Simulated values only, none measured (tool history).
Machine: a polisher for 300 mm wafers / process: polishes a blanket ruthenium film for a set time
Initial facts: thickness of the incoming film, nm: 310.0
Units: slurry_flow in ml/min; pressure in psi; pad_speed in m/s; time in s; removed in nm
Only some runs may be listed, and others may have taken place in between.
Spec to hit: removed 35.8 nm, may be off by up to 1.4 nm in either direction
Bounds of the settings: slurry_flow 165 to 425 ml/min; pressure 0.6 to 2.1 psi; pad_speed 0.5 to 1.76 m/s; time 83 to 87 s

| run | hour | slurry_flow | pressure | pad_speed | time | removed |
|---|---|---|---|---|---|---|
| 1 | 0 | 275 | 1.3 | 1.12 | 83 | 56.906 |
| 2 | 3.5 | 275 | 1.1 | 1.12 | 83 | 47.777 |
| 3 | 8.7 | 275 | 1.1 | 1.12 | 87 | 50.899 |
| 4 | 12.9 | 275 | 1.1 | 1.12 | 83 | 48.117 |
| 5 | 15.3 | 275 | 1.1 | 1.12 | 87 | 51.218 |
| 6 | 20.3 | 275 | 0.9 | 1.12 | 87 | 42.319 |
| 7 | 28.4 | 275 | 0.8 | 1.12 | 87 | 38.076 |
| 8 | 29.1 | 275 | 0.7 | 1.12 | 87 | 33.246 |
| 9 | 37.3 | 275 | 0.8 | 1.12 | 87 | 37.329 |

Exercise: of the 5 proposed moves below, exactly one satisfies all targets within the stated allowed misses. Which move is it?
| A | 45.5 | 205 | 0.9 | 1.2 | 86 | ? |
| B | 45.5 | 335 | 0.8 | 1.3 | 83 | ? |
| C | 45.5 | 290 | 0.8 | 1.2 | 87 | ? |
| D | 45.5 | 285 | 0.9 | 1 | 83 | ? |
| E | 45.5 | 400 | 0.9 | 1.14 | 83 | ? |

| move | removed |
|---|---|
| A | 43.813 |
| B | 43.233 |
| C | 41.36 |
| D | 36.937 |
| E | 43.172 |
A: misses by more than the last run did
B: misses by more than the last run did
C: misses by more than the last run did
D: in spec on every target
E: misses by more than the last run did
The right move is D.

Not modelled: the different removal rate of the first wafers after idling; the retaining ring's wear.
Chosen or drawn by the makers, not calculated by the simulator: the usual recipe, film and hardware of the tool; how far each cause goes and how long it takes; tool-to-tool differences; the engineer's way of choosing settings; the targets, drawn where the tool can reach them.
